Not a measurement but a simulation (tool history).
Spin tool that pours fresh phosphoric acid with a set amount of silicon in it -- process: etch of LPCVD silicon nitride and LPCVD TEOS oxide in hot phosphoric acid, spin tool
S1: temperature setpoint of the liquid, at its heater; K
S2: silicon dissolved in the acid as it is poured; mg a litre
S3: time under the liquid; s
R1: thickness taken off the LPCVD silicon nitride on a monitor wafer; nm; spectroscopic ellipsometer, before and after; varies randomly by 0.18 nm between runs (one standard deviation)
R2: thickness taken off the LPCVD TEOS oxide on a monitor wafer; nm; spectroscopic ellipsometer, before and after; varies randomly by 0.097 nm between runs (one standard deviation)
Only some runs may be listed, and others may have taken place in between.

{"run": 1, "hour": 0.0, "S1": 436.15, "S2": 13, "S3": 180, "R1": 14.775, "R2": 0.46095}
{"run": 2, "hour": 7.9, "S1": 437.15, "S2": 11.5, "S3": 200, "R1": 17.124, "R2": 0.56153}
{"run": 3, "hour": 10.0, "S1": 436.15, "S2": 11.5, "S3": 200, "R1": 16.563, "R2": 0.58581}
{"run": 4, "hour": 17.0, "S1": 437.15, "S2": 10, "S3": 215, "R1": 18.291, "R2": 0.62303}
{"run": 5, "hour": 23.7, "S1": 437.15, "S2": 7, "S3": 215, "R1": 18.308, "R2": 0.73502}
{"run": 6, "hour": 29.7, "S1": 437.15, "S2": 11.5, "S3": 215, "R1": 18.238, "R2": 0.69747}
{"run": 7, "hour": 36.7, "S1": 437.15, "S2": 13, "S3": 235, "R1": 20.039, "R2": 0.74901}
{"run": 8, "hour": 45.3, "S1": 437.65, "S2": 13, "S3": 245, "R1": 21.155, "R2": 0.71552}
{"run": 9, "hour": 53.8, "S1": 438.15, "S2": 11, "S3": 255, "R1": 22.325, "R2": 0.75493}
{"run": 10, "hour": 57.7, "S1": 438.15, "S2": 9, "S3": 265, "R1": 23.265, "R2": 0.9841}
{"run": 11, "hour": 58.5, "S1": 438.65, "S2": 9, "S3": 275, "R1": 24.752, "R2": 0.96249}
{"run": 12, "hour": 66.0, "S1": 438.65, "S2": 8, "S3": 280, "R1": 24.985, "R2": 0.9607}

What does the tool deliver on the next run?
{"run": 13, "hour": 72.8, "S1": 438.65, "S2": 7, "S3": 285, "R1": "?", "R2": "?"}

Run 13 produced R1 25.65 nm, R2 0.95413 nm.
